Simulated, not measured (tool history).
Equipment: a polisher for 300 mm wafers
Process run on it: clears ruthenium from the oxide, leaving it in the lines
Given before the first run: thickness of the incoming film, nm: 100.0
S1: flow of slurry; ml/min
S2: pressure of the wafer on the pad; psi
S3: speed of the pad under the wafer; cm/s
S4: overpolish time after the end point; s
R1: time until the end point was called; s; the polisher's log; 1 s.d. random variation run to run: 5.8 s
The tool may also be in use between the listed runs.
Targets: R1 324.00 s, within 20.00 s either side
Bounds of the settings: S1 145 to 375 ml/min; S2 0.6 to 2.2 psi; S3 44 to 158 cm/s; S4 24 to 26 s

Run 1, hour 0.0: S1 240 ml/min, S2 1.4 psi, S3 100 cm/s, S4 24 s. Result: R1 150.42 s.
Run 2, hour 4.9: S1 240 ml/min, S2 1.2 psi, S3 96 cm/s, S4 24 s. Result: R1 181.05 s.
Run 3, hour 5.9: S1 290 ml/min, S2 1.2 psi, S3 96 cm/s, S4 24 s. Result: R1 181.42 s.
Run 4, hour 10.3: S1 290 ml/min, S2 1.2 psi, S3 114 cm/s, S4 24 s. Result: R1 157.75 s.
Run 5, hour 19.2: S1 235 ml/min, S2 1.2 psi, S3 114 cm/s, S4 24 s. Result: R1 155.86 s.
Run 6, hour 20.0: S1 235 ml/min, S2 1.2 psi, S3 138 cm/s, S4 24 s. Result: R1 126.94 s.
At hour 23.8: worn pad replaced by a new one.
Run 7, hour 23.8: S1 235 ml/min, S2 1.1 psi, S3 126 cm/s, S4 24 s. Result: R1 144.28 s.
Run 8, hour 27.8: S1 240 ml/min, S2 1.0 psi, S3 112 cm/s, S4 24 s. Result: R1 176.43 s.
Run 9, hour 29.8: S1 230 ml/min, S2 0.6 psi, S3 84 cm/s, S4 24 s. Result: R1 372.79 s.

Of the 4 settings listed for the next run, only one would bring every result within its allowed miss of target. Which one?
Run A, hour 31.8: S1 200 ml/min, S2 0.6 psi, S3 74 cm/s, S4 24 s. Result: R1 ?.
Run B, hour 31.8: S1 240 ml/min, S2 0.6 psi, S3 70 cm/s, S4 26 s. Result: R1 ?.
Run C, hour 31.8: S1 240 ml/min, S2 0.6 psi, S3 84 cm/s, S4 26 s. Result: R1 ?.
Run D, hour 31.8: S1 240 ml/min, S2 0.6 psi, S3 98 cm/s, S4 25 s. Result: R1 ?.

move      R1
   A  435.50
   B  448.19
   C  376.15
   D  324.05
A: its largest miss is bigger than the last run's
B: its largest miss is bigger than the last run's
C: its largest miss is bigger than the last run's
D: every result lands within tolerance
The right move is D.

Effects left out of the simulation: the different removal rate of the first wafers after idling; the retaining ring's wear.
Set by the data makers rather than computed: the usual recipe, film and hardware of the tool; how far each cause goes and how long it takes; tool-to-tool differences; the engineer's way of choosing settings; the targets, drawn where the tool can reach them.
